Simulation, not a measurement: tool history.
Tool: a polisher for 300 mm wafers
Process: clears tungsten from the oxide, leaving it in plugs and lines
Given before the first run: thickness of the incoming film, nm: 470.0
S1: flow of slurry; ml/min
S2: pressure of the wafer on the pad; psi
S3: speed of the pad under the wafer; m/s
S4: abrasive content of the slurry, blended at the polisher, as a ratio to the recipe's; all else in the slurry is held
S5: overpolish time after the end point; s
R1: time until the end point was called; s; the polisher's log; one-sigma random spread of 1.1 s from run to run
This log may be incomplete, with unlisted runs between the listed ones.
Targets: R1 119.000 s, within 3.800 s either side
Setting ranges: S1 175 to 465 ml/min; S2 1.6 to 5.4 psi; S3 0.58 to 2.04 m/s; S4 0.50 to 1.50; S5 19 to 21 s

run  hour   S1   S2    S3    S4  S5       R1
  1   0.0  295  3.5  1.30  1.00  19   67.028
  2   6.0  295  3.5  1.30  1.10  19   65.614
  3   7.7  295  3.5  1.30  1.10  21   65.163
  4  12.2  295  4.1  1.30  1.10  21   56.009
  5  15.0  250  4.1  1.30  1.10  21   56.443
  6  21.1  250  4.1  1.30  1.10  19   56.746
  7  22.4  250  3.1  1.24  1.10  19   75.598
  8  28.1  250  2.9  1.22  1.10  19   83.030
     31.1  -- head pressure recalibrated
  9  31.1  250  2.8  1.22  1.10  19   94.585
 10  39.4  245  2.7  1.22  1.10  19   97.035
 11  43.8  240  2.6  1.22  1.10  19  101.680
 12  50.6  235  2.6  1.22  1.10  19  101.240

5 next moves are on the table. One of them brings every result within its allowed miss. Which?
  A  57.4  255  2.6  1.10  1.05  21   ?
  B  57.4  175  2.6  1.00  1.10  21   ?
  C  57.4  240  2.4  1.08  0.85  19   ?
  D  57.4  230  2.5  1.16  1.10  19   ?
  E  57.4  235  2.2  1.24  1.05  21   ?

move       R1
   A  110.180
   B  124.980
   C  124.850
   D  109.960
   E  117.230
A: moves toward the targets from the last run without getting all of them in spec
B: the result that was furthest off in the last run now lies on the other side of its target
C: the result that was furthest off in the last run now lies on the other side of its target
D: moves toward the targets from the last run without getting all of them in spec
E: all results in spec
Answer: E
